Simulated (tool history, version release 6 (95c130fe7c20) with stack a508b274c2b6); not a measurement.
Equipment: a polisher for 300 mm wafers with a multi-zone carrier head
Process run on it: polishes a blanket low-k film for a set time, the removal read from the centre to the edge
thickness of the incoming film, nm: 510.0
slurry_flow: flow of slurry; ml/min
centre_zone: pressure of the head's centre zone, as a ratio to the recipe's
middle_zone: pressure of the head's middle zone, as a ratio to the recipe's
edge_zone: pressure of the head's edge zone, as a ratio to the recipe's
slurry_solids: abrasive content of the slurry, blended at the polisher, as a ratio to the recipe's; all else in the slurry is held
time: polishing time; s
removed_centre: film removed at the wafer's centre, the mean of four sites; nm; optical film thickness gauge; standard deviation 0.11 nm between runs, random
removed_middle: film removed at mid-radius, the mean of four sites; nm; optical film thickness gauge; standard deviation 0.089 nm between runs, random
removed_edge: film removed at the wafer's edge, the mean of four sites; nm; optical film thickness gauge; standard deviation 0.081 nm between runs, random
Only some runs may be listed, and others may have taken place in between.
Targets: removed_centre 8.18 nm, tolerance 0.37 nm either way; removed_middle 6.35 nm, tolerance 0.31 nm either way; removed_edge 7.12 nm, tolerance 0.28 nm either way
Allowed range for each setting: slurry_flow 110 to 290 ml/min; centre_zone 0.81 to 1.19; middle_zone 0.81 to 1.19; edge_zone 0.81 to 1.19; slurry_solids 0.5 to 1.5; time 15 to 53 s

Run 1, day 0: slurry_flow 185 ml/min, centre_zone 1, middle_zone 1, edge_zone 1, slurry_solids 1, time 34 s. Result: removed_centre 8.6762 nm, removed_middle 8.6097 nm, removed_edge 8.6004 nm.
Run 2, day 0.258: slurry_flow 185 ml/min, centre_zone 1, middle_zone 1, edge_zone 1.05, slurry_solids 1, time 34 s. Result: removed_centre 8.8961 nm, removed_middle 8.7641 nm, removed_edge 8.689 nm.
Run 3, day 0.338: slurry_flow 150 ml/min, centre_zone 1, middle_zone 1, edge_zone 1.05, slurry_solids 1, time 34 s. Result: removed_centre 8.4527 nm, removed_middle 8.4302 nm, removed_edge 8.6098 nm.
Run 4, day 0.475: slurry_flow 155 ml/min, centre_zone 1.04, middle_zone 0.96, edge_zone 1.04, slurry_solids 0.9, time 34 s. Result: removed_centre 8.3979 nm, removed_middle 8.0508 nm, removed_edge 8.1703 nm.
Run 5, day 0.846: slurry_flow 155 ml/min, centre_zone 1.04, middle_zone 0.96, edge_zone 0.97, slurry_solids 0.9, time 34 s. Result: removed_centre 8.4189 nm, removed_middle 7.9343 nm, removed_edge 7.8689 nm.
Run 6, day 0.992: slurry_flow 155 ml/min, centre_zone 1.04, middle_zone 0.88, edge_zone 0.97, slurry_solids 0.9, time 34 s. Result: removed_centre 8.4277 nm, removed_middle 7.4002 nm, removed_edge 7.8101 nm.
Run 7, day 1.271: slurry_flow 155 ml/min, centre_zone 1.07, middle_zone 0.86, edge_zone 0.99, slurry_solids 0.85, time 33 s. Result: removed_centre 8.231 nm, removed_middle 6.7141 nm, removed_edge 7.3377 nm.
At day 1.4: worn pad replaced by a new one.
Run 8, day 1.4: slurry_flow 155 ml/min, centre_zone 1.07, middle_zone 0.85, edge_zone 0.99, slurry_solids 0.85, time 33 s. Result: removed_centre 8.9679 nm, removed_middle 7.4994 nm, removed_edge 8.485 nm.
Run 9, day 1.571: slurry_flow 155 ml/min, centre_zone 1.08, middle_zone 0.84, edge_zone 0.96, slurry_solids 0.8, time 33 s. Result: removed_centre 8.8536 nm, removed_middle 7.031 nm, removed_edge 7.9343 nm.
Run 10, day 1.829: slurry_flow 145 ml/min, centre_zone 1.08, middle_zone 0.84, edge_zone 0.94, slurry_solids 0.75, time 33 s. Result: removed_centre 8.4798 nm, removed_middle 7.0901 nm, removed_edge 7.5462 nm.
Run 11, day 2.192: slurry_flow 145 ml/min, centre_zone 1.08, middle_zone 0.84, edge_zone 0.94, slurry_solids 0.75, time 33 s. Result: removed_centre 8.2835 nm, removed_middle 7.023 nm, removed_edge 7.6046 nm.

Exactly one of the 4 candidate moves below puts every result within its allowed miss. Which one?
Run A, day 2.554: slurry_flow 150 ml/min, centre_zone 0.98, middle_zone 0.85, edge_zone 0.98, slurry_solids 0.6, time 38 s. Result: removed_centre ?, removed_middle ?, removed_edge ?.
Run B, day 2.554: slurry_flow 160 ml/min, centre_zone 1.04, middle_zone 0.81, edge_zone 1.13, slurry_solids 0.6, time 34 s. Result: removed_centre ?, removed_middle ?, removed_edge ?.
Run C, day 2.554: slurry_flow 125 ml/min, centre_zone 1.13, middle_zone 0.99, edge_zone 0.89, slurry_solids 1, time 28 s. Result: removed_centre ?, removed_middle ?, removed_edge ?.
Run D, day 2.554: slurry_flow 120 ml/min, centre_zone 1.12, middle_zone 0.84, edge_zone 0.94, slurry_solids 0.55, time 37 s. Result: removed_centre ?, removed_middle ?, removed_edge ?.

move  removed_centre  removed_middle  removed_edge
   A           8.021          7.1572        8.0493
   B          7.7309          6.2339         7.806
   C          8.2184          7.2436        6.9364
   D          8.0505          6.2614        7.0865
A: misses by more than the last run did
B: corrects the largest miss of the last run, while another result sits out of spec
C: misses by more than the last run did
D: all results in spec
D is the move that brings every result within its allowed miss.
